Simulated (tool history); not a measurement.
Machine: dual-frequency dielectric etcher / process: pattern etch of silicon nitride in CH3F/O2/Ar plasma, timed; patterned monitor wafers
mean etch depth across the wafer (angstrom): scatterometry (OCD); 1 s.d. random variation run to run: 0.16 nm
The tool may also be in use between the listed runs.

run	hour	source power (W)	bias power (W)	etch time (s)	mean etch depth across the wafer (angstrom)
1	0.0	360	62	44.0	284.52
2	5.1	390	62	44.0	290.45
3	14.0	370	58	43.5	277.73
4	17.3	330	58	43.5	263.41
5	20.2	370	58	43.5	277.03
6	25.6	410	58	43.5	289.86
7	32.4	390	56	43.5	283.24

Run 8, settings as shown, results not yet in. Your forecast:
8	33.5	370	55	43.5	?

For run 8 the tool returned mean etch depth across the wafer (angstrom) 277.63.

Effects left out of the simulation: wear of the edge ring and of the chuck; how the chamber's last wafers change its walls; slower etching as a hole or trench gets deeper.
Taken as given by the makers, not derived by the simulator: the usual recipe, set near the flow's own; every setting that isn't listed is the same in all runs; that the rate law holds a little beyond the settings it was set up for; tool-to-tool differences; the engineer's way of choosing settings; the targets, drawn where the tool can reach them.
